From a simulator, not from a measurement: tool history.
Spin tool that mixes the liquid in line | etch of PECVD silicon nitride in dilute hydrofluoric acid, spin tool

| run | day | temperature setpoint of the liquid (°C) | parts of water to one part of 49 % hydrofluoric acid (parts by volume) | time under the liquid (s) | thickness taken off the PECVD silicon nitride on a monitor wafer (nm) |
|---|---|---|---|---|---|
| 1 | 0.000 | 23.0 | 160 | 90 | 1.3738 |
| 2 | 0.338 | 23.0 | 160 | 90 | 1.3568 |
| 3 | 0.546 | 23.0 | 160 | 70 | 1.0390 |
| 4 | 0.754 | 25.0 | 155 | 70 | 1.2489 |
| 5 | 1.129 | 26.5 | 145 | 70 | 1.4451 |
| 6 | 1.212 | 27.5 | 140 | 70 | 1.6060 |

Forecast run 7:
| 7 | 1.308 | 28.0 | 140 | 70 | ? |

{"run 7": {"thickness taken off the PECVD silicon nitride on a monitor wafer (nm)": 1.6554}}
